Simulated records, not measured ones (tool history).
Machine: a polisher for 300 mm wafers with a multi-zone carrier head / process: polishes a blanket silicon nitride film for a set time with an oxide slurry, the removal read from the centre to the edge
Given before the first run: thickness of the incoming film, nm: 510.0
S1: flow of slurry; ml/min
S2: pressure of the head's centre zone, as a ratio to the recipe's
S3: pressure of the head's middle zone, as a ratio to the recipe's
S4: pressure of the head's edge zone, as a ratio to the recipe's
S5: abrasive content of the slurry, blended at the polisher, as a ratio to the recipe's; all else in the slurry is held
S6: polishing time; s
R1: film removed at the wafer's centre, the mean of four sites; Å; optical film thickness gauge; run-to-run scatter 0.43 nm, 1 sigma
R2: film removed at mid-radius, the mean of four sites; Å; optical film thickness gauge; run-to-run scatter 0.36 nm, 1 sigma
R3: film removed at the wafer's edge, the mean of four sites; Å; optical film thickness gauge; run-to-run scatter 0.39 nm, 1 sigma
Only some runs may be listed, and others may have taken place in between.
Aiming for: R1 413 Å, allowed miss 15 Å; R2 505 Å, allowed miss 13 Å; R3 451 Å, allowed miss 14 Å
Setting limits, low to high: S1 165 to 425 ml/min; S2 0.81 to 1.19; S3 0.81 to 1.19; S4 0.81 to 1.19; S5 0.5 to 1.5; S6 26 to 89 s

run,day,S1,S2,S3,S4,S5,S6,R1,R2,R3
1,0,275,1,1,1,1,57,411.54,403.86,405.92
2,0.225,250,1,1,1,1,57,410.86,403.04,407.94
3,0.575,250,1.07,1,1,1,57,427.64,403.22,405.48
4,0.896,250,1.07,1,0.94,1,57,434.41,401.61,397.21
5,1.233,250,1.07,1,0.94,1,70,537.21,491.07,481.07
6,1.288,250,1.07,1,0.94,1,58,442.94,409.45,403.11
7,1.421,250,1.03,1.06,0.99,1.05,58,432.63,446.07,417.26
8,1.612,250,1.01,1.09,1.03,1.05,58,428.24,446.41,425.68
9,1.904,255,0.98,1.12,1.04,1.1,58,417.72,470.72,444.6
10,2.246,265,0.97,1.14,1.04,1.1,58,422.77,474.82,448.39
11,2.571,255,0.96,1.16,1.03,1.1,58,411.07,483.68,439.59
12,2.642,260,0.95,1.17,1.03,1.1,58,412.77,492.83,437.43

Which single option among these 5 for the next run brings every result within its allowed miss of target? Just one does.
A,2.712,245,0.97,1.11,0.99,1,60,?,?,?
B,2.712,245,0.96,1.11,1.06,1.1,58,?,?,?
C,2.712,235,0.92,1.16,1,1.2,58,?,?,?
D,2.712,330,0.97,1.14,0.97,0.95,60,?,?,?
E,2.712,225,0.93,1.18,0.92,1.05,61,?,?,?

move,R1,R2,R3
A,406.65,459.08,422.79
B,406.48,463.68,441.54
C,403.22,498.82,444.37
D,405.91,467.72,414.69
E,402.82,500.39,422.42
A: its largest miss is bigger than the last run's
B: brings the last run's worst result on target, with another outside its allowed miss
C: meets every target
D: its largest miss is bigger than the last run's
E: its largest miss is bigger than the last run's
Answer: C
